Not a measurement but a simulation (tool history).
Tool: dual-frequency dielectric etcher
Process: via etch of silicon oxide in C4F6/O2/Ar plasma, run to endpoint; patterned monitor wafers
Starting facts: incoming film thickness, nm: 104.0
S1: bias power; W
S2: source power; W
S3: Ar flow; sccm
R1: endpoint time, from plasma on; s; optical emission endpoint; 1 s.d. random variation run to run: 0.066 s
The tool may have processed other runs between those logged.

run,hour,S1,S2,S3,R1
1,0.0,600,300,389,23.665
2,8.6,499,300,389,24.901
3,14.4,499,340,389,23.619
4,22.3,499,340,346,23.262
5,26.8,563,350,344,22.205
6,28.2,563,390,344,21.127
7,30.1,580,390,344,21.194

Estimate the outcome of run 8 from the log above:
8,32.8,600,390,343,?

Run 8 gave R1 20.796 s.
